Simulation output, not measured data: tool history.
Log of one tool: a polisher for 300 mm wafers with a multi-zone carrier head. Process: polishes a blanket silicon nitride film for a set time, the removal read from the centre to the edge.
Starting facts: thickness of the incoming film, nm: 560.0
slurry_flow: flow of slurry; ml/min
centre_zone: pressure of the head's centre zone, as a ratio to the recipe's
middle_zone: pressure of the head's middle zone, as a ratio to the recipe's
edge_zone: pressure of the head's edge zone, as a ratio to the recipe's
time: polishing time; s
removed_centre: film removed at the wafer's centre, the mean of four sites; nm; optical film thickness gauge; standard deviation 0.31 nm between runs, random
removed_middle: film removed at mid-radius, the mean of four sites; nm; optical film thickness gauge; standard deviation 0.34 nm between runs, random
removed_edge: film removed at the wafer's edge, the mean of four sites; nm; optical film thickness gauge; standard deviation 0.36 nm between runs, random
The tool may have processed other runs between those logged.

run,hour,slurry_flow,centre_zone,middle_zone,edge_zone,time,removed_centre,removed_middle,removed_edge
1,0,295,1,1,1,43,51.486,51.126,52.371
2,4.6,290,0.98,0.97,0.98,40,46.901,46.868,47.983
3,9.1,220,0.98,0.97,0.98,40,45.878,45.807,47.611
4,16.6,220,0.97,0.94,0.97,37,41.804,40.447,43.398
5,25.3,220,0.95,0.92,0.95,36,39.829,38.999,42.784
6,31.4,220,0.95,0.96,0.95,36,39.981,39.631,42.42
7,32.7,220,0.95,0.95,0.94,35,39.017,38.898,41.59
8,40.2,220,0.95,0.94,0.93,34,37.838,36.838,39.676
9,41.8,220,0.94,0.93,0.91,33,36.723,35.956,38.158
10,45.3,215,0.93,0.91,0.9,33,36.325,35.699,37.563

Forecast run 11:
11,49.6,210,0.93,0.89,0.9,32,?,?,?

{"run 11": {"removed_centre": 34.94, "removed_middle": 34.133, "removed_edge": 36.866}}

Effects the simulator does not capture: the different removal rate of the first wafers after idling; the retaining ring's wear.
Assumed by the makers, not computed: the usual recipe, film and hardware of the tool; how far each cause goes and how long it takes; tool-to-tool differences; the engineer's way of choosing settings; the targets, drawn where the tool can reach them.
